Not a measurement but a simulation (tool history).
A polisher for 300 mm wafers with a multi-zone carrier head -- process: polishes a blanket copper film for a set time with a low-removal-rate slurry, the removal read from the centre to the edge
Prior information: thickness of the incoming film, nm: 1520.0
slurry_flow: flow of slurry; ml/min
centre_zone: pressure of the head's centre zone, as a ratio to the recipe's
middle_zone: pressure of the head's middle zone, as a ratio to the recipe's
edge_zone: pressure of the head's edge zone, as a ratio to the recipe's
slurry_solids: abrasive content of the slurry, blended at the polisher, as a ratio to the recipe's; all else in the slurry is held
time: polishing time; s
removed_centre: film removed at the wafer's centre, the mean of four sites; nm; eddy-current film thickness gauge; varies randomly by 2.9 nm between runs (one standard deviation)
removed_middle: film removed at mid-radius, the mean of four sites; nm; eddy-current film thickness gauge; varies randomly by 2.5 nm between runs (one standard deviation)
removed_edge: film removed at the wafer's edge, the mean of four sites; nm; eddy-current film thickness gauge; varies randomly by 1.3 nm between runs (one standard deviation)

run,hour,slurry_flow,centre_zone,middle_zone,edge_zone,slurry_solids,time,removed_centre,removed_middle,removed_edge
1,0,125,1,1,1,1,86,275.78,269.34,266.74
2,7.3,120,0.99,0.97,0.98,0.95,86,270.74,261.57,263.05
3,9.1,120,0.99,0.97,0.98,1.15,86,281.07,273.46,270.07
4,17,120,0.99,0.97,1.06,1.15,86,276.12,266.94,279.33
5,19.8,115,0.99,0.95,1.04,1.05,85,275.37,255.56,267.43
6,28,125,0.99,0.95,1.04,1.05,85,277.48,257.61,270.73
7,29.6,120,0.98,0.94,1.02,0.95,84,258.54,246.01,265.47
8,37.3,115,0.99,0.94,1,0.9,83,261.72,241.14,254.85
9,39.5,110,0.98,0.93,0.99,0.85,82,245.74,230.74,244.18

The next listed run, before its measurement:
10,43.7,105,0.98,0.92,0.98,0.8,82,?,?,?

removed_centre: 241.34 nm
removed_middle: 231.81 nm
removed_edge: 239.74 nm

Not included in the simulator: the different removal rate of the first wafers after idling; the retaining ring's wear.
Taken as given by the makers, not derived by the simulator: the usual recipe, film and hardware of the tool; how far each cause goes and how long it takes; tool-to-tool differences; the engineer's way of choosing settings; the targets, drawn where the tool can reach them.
